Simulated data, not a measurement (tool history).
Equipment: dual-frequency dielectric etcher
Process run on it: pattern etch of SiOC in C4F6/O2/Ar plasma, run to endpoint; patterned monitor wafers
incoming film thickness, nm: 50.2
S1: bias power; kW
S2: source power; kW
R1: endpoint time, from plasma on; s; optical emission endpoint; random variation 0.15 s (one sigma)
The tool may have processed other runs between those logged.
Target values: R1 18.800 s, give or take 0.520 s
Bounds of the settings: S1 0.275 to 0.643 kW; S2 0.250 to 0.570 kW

run	hour	S1	S2	R1
1	0.0	0.459	0.410	15.972
2	6.2	0.444	0.400	16.835
3	9.1	0.436	0.400	16.657
4	11.7	0.485	0.400	15.687
5	12.6	0.542	0.400	14.849
6	15.2	0.542	0.470	14.125
7	19.2	0.517	0.460	14.497
8	24.3	0.495	0.450	15.126
9	26.7	0.477	0.450	15.404
10	27.9	0.460	0.450	15.632
11	29.8	0.444	0.450	16.078
12	31.0	0.431	0.450	16.167
13	39.2	0.339	0.370	20.244
14	46.5	0.344	0.370	19.750
15	51.4	0.348	0.370	19.640
16	55.2	0.351	0.370	19.430
17	57.3	0.353	0.370	19.568
18	61.8	0.356	0.370	19.612

Exercise: of the 5 proposed moves below, exactly one satisfies all targets within the stated allowed misses. Which move is it?
A	66.3	0.365	0.390	?
B	66.3	0.328	0.320	?
C	66.3	0.353	0.340	?
D	66.3	0.338	0.360	?
E	66.3	0.361	0.310	?

move	R1
A	18.593
B	21.157
C	19.815
D	20.004
E	20.103
A: hits every target within its allowed miss
B: lands further from the targets than the last run did
C: lands further from the targets than the last run did
D: lands further from the targets than the last run did
E: lands further from the targets than the last run did
So the answer is move A, the one that meets all the targets.
